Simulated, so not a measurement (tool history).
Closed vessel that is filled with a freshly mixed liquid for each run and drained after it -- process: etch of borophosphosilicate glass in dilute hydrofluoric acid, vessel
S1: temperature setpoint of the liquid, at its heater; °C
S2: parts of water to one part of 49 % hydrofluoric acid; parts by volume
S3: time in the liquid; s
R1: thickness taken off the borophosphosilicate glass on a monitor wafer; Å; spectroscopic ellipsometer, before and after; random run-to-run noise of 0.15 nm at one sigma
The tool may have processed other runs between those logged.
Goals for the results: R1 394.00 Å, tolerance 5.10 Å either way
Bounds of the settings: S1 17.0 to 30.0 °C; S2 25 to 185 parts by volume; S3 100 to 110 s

| run | day | S1 | S2 | S3 | R1 |
|---|---|---|---|---|---|
| 1 | 0.000 | 22.0 | 105 | 100 | 348.12 |
| 2 | 0.267 | 22.0 | 70 | 100 | 543.26 |
| 3 | 0.412 | 22.0 | 105 | 100 | 345.67 |
| 4 | 0.508 | 23.0 | 105 | 100 | 356.27 |
| 5 | 0.733 | 23.0 | 105 | 100 | 360.43 |
| 6 | 0.812 | 23.0 | 75 | 100 | 525.18 |
| 7 | 1.150 | 21.0 | 75 | 100 | 482.42 |
| 8 | 1.342 | 19.5 | 75 | 100 | 451.99 |
| 9 | 1.612 | 17.0 | 80 | 100 | 379.03 |
| 10 | 1.842 | 17.5 | 80 | 100 | 386.94 |

5 next moves are on the table. One of them brings every result within its allowed miss. Which?
| A | 2.071 | 18.0 | 85 | 100 | ? |
| B | 2.071 | 17.0 | 80 | 100 | ? |
| C | 2.071 | 18.0 | 80 | 100 | ? |
| D | 2.071 | 19.0 | 85 | 100 | ? |
| E | 2.071 | 17.5 | 85 | 105 | ? |

| move | R1 |
|---|---|
| A | 369.01 |
| B | 377.81 |
| C | 394.22 |
| D | 384.84 |
| E | 379.35 |
A: the biggest miss grows against the last run
B: the biggest miss grows against the last run
C: each result inside its tolerance
D: the biggest miss grows against the last run
E: the biggest miss grows against the last run
The right move is C.
